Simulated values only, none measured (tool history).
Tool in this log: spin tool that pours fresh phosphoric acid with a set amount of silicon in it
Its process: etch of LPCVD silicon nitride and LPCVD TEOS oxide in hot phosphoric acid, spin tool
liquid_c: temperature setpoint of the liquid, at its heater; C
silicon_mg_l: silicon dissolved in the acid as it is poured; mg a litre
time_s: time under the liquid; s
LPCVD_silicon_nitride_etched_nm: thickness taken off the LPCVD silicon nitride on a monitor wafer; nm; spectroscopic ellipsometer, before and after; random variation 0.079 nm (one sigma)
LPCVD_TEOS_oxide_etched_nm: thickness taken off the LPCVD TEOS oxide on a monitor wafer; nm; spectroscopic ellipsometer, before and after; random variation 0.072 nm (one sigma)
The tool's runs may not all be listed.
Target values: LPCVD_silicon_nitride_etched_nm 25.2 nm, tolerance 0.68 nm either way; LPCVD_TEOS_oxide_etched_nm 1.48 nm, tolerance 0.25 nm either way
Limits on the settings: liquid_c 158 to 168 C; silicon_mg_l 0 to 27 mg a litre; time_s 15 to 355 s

| run | hour | liquid_c | silicon_mg_l | time_s | LPCVD_silicon_nitride_etched_nm | LPCVD_TEOS_oxide_etched_nm |
|---|---|---|---|---|---|---|
| 1 | 0 | 163 | 12 | 180 | 14.166 | 0.6647 |
| 2 | 4.9 | 163 | 12 | 140 | 11.073 | 0.51787 |
| 3 | 7.7 | 163 | 12 | 75 | 5.9142 | 0.27024 |
| 4 | 11.1 | 163.5 | 11.5 | 95 | 7.5895 | 0.41112 |
| 5 | 14 | 163.5 | 11.5 | 25 | 2.0015 | 0.10529 |
| 6 | 18.1 | 163.5 | 18 | 25 | 2.0008 | 0.077859 |
| 7 | 27.1 | 163 | 16 | 40 | 3.1442 | 0.13921 |
| 8 | 32.5 | 163 | 16 | 40 | 3.1344 | 0.14096 |
| 9 | 35.2 | 162.5 | 15 | 50 | 3.8589 | 0.17149 |
| 10 | 43.3 | 162 | 13.5 | 60 | 4.5866 | 0.19714 |
| 11 | 46.7 | 161.5 | 12 | 70 | 5.1967 | 0.23801 |
| 12 | 55.3 | 161.5 | 12 | 70 | 5.241 | 0.22002 |
| 13 | 63.9 | 161.5 | 10.5 | 85 | 6.3676 | 0.30768 |
| 14 | 65.2 | 161 | 9.5 | 95 | 6.9514 | 0.31619 |
| 15 | 74.2 | 161 | 8.5 | 105 | 7.7158 | 0.38273 |
| 16 | 79.9 | 161 | 7.5 | 115 | 8.427 | 0.40296 |
| 17 | 86.6 | 161 | 6.5 | 125 | 9.1935 | 0.40751 |
| 18 | 93.2 | 161.5 | 5.5 | 140 | 10.411 | 0.52082 |
| 19 | 96.4 | 161.5 | 5 | 150 | 11.271 | 0.51938 |
| 20 | 102.5 | 161.5 | 6 | 160 | 12.001 | 0.616 |
| 21 | 108.3 | 164 | 13.5 | 250 | 20.427 | 1.0055 |
|  | 112.5 | thermometer replaced |
| 22 | 112.5 | 164 | 12.5 | 250 | 21.774 | 1.0747 |
| 23 | 121.3 | 166.5 | 8.5 | 255 | 24.05 | 1.6141 |
| 24 | 126 | 165 | 7.5 | 255 | 22.876 | 1.3653 |

Below are 4 possible settings for the next run. Only one of them brings all results inside the allowed miss of their targets. Which is it?
| A | 130.7 | 167.5 | 0 | 240 | ? | ? |
| B | 130.7 | 165 | 5.5 | 260 | ? | ? |
| C | 130.7 | 165.5 | 10 | 275 | ? | ? |
| D | 130.7 | 164.5 | 4 | 265 | ? | ? |

| move | LPCVD_silicon_nitride_etched_nm | LPCVD_TEOS_oxide_etched_nm |
|---|---|---|
| A | 23.432 | 1.8264 |
| B | 23.396 | 1.4873 |
| C | 25.154 | 1.4828 |
| D | 23.457 | 1.5063 |
A: an improvement on the last run, though not all results are within tolerance
B: an improvement on the last run, though not all results are within tolerance
C: every result lands within tolerance
D: an improvement on the last run, though not all results are within tolerance
So the answer is move C, the one that meets all the targets.

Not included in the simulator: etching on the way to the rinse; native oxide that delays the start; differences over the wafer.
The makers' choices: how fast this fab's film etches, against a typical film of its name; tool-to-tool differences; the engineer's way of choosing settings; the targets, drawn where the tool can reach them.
